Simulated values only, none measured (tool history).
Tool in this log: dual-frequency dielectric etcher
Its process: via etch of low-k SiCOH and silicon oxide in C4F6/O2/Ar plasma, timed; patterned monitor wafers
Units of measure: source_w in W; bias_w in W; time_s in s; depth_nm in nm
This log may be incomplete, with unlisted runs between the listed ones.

Run 1, hour 0: source_w 250 W, bias_w 256 W, time_s 88 s. Result: depth_nm 237.06 nm.
Run 2, hour 3.8: source_w 270 W, bias_w 256 W, time_s 88 s. Result: depth_nm 247.92 nm.
Run 3, hour 6.1: source_w 250 W, bias_w 248 W, time_s 88 s. Result: depth_nm 238.67 nm.
Run 4, hour 14.9: source_w 240 W, bias_w 234 W, time_s 88 s. Result: depth_nm 228.88 nm.
Run 5, hour 22.3: source_w 240 W, bias_w 234 W, time_s 88 s. Result: depth_nm 226.44 nm.
Run 6, hour 25.9: source_w 230 W, bias_w 229 W, time_s 88 s. Result: depth_nm 221.33 nm.
Run 7, hour 33.5: source_w 220 W, bias_w 224 W, time_s 88 s. Result: depth_nm 218.13 nm.
Run 8, hour 40.4: source_w 220 W, bias_w 224 W, time_s 88 s. Result: depth_nm 217.9 nm.

The next listed run, before its measurement:
Run 9, hour 44.6: source_w 210 W, bias_w 217 W, time_s 88 s. Result: depth_nm ?.

Run 9 came out at depth_nm 210.92 nm.

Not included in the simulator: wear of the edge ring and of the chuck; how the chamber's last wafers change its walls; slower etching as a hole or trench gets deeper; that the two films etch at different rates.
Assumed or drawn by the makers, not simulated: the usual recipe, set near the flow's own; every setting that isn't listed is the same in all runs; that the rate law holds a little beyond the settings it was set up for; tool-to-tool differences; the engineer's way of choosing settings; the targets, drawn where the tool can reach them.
